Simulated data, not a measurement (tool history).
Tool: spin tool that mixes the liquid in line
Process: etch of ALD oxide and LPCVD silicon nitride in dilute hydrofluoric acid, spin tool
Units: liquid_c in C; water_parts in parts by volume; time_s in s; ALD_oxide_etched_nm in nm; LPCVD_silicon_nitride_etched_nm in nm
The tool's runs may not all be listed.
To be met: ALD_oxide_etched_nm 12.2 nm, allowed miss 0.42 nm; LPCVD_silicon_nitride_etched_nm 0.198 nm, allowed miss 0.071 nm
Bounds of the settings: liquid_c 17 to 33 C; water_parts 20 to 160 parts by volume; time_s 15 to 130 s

run	day	liquid_c	water_parts	time_s	ALD_oxide_etched_nm	LPCVD_silicon_nitride_etched_nm
1	0	25	90	65	19.078	0.34002
2	0.1	25	90	90	26.64	0.40352
3	0.271	25	90	70	20.41	0.32807
4	0.608	23.5	90	70	19.447	0.29369
5	0.833	23.5	95	70	18.489	0.32409
6	1.162	23.5	95	95	25.135	0.42302
7	1.242	22.5	105	95	21.226	0.37342
8	1.329	21.5	110	95	19.232	0.31737
9	1.412	20.5	115	95	17.869	0.33286
10	1.492	20	120	95	17.014	0.25648

4 next moves are on the table. One of them brings every result within its allowed miss. Which?
A	1.571	19.5	110	125	?	?
B	1.571	20.5	160	95	?	?
C	1.571	25.5	160	95	?	?
D	1.571	26	140	100	?	?

move	ALD_oxide_etched_nm	LPCVD_silicon_nitride_etched_nm
A	23.733	0.36313
B	12.241	0.20484
C	14.829	0.28326
D	18.616	0.3516
A: further off than the last run
B: meets every target
C: nearer than the last run, and not there yet
D: further off than the last run
Answer: B

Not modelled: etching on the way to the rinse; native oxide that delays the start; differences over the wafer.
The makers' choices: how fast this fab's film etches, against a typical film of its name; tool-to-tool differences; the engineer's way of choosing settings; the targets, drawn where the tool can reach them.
